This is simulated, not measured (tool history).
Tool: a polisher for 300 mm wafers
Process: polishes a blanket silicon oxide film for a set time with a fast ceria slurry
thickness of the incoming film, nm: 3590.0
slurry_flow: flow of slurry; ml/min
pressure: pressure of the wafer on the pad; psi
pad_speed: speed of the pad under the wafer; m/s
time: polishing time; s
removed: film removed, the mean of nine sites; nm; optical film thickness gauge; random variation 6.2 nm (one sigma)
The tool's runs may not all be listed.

| run | day | slurry_flow | pressure | pad_speed | time | removed |
|---|---|---|---|---|---|---|
| 1 | 0 | 125 | 1.9 | 1.26 | 70 | 999.88 |
| 2 | 0.071 | 125 | 1.9 | 1.26 | 70 | 994.96 |
| 3 | 0.2 | 155 | 1.9 | 1.26 | 70 | 1046.1 |
| 4 | 0.358 | 170 | 1.9 | 1.26 | 70 | 1079.5 |
| 5 | 0.692 | 170 | 1.9 | 1.26 | 70 | 1076.4 |
|  | 0.992 | slurry nozzle cleaned |
| 6 | 0.992 | 170 | 1.6 | 1.26 | 70 | 1034.6 |
| 7 | 1.242 | 150 | 1.4 | 1.26 | 70 | 943.66 |

Run 8 comes next. What will it give?
| 8 | 1.354 | 135 | 1.3 | 1.26 | 70 | ? |

removed: 884.37 nm
